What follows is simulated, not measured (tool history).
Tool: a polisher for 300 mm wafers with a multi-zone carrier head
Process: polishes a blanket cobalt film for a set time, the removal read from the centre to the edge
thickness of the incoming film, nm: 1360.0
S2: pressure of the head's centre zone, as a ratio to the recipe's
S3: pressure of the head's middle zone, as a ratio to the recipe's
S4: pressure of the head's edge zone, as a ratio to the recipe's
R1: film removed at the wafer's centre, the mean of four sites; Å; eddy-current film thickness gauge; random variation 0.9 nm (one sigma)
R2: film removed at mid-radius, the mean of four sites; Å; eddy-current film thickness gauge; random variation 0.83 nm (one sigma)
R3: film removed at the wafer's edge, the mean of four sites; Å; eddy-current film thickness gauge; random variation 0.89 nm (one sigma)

Run 1, day 0: flow of slurry (ml/min) 180, S2 1, S3 1, S4 1, polishing time (s) 48. Result: R1 1759.4 Å, R2 1800.9 Å, R3 1797.2 Å.
Run 2, day 0.092: flow of slurry (ml/min) 180, S2 1.09, S3 1, S4 1, polishing time (s) 48. Result: R1 1945.7 Å, R2 1842.5 Å, R3 1753.6 Å.
Run 3, day 0.358: flow of slurry (ml/min) 175, S2 1.09, S3 0.96, S4 0.95, polishing time (s) 42. Result: R1 1665.3 Å, R2 1543.7 Å, R3 1506.4 Å.
Run 4, day 0.542: flow of slurry (ml/min) 170, S2 1.11, S3 0.94, S4 0.91, polishing time (s) 39. Result: R1 1573.8 Å, R2 1391.6 Å, R3 1342.7 Å.
Run 5, day 0.804: flow of slurry (ml/min) 160, S2 1.1, S3 0.92, S4 0.88, polishing time (s) 38. Result: R1 1480 Å, R2 1314.5 Å, R3 1318.5 Å.
Run 6, day 1.071: flow of slurry (ml/min) 160, S2 1.1, S3 0.92, S4 0.88, polishing time (s) 46. Result: R1 1818.2 Å, R2 1596.3 Å, R3 1587.5 Å.
Run 7, day 1.392: flow of slurry (ml/min) 175, S2 1.1, S3 0.91, S4 0.87, polishing time (s) 41. Result: R1 1643.1 Å, R2 1432.7 Å, R3 1434.3 Å.

Run 8 comes next. What will it give?
Run 8, day 1.496: flow of slurry (ml/min) 160, S2 1.11, S3 0.91, S4 0.85, polishing time (s) 39. Result: R1 ?, R2 ?, R3 ?.

R1: 1566.6 Å
R2: 1336.9 Å
R3: 1320.8 Å

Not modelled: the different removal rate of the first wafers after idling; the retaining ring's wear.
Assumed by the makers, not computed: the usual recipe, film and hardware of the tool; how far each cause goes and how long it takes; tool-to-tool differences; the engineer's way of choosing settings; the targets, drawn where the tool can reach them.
